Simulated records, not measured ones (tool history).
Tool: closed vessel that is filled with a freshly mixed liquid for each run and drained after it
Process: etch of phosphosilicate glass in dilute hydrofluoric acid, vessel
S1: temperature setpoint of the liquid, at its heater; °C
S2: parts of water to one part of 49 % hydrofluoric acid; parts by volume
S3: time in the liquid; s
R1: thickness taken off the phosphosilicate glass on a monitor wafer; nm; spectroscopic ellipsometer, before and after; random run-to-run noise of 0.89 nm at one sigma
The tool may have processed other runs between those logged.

run 1 day=0 | S1=22 S2=130 S3=100 | R1=106.09
run 2 day=0.212 | S1=20.5 S2=130 S3=100 | R1=100.8
run 3 day=0.304 | S1=20.5 S2=170 S3=100 | R1=73.648
run 4 day=0.512 | S1=21.5 S2=165 S3=100 | R1=78.265
run 5 day=0.817 | S1=19 S2=165 S3=100 | R1=72.078
run 6 day=0.871 | S1=20 S2=160 S3=100 | R1=78.096

Estimate the outcome of run 7 from the log above:
run 7 day=1.121 | S1=21 S2=155 S3=100 | R1=?

{"run 7": {"R1": 84.07}}
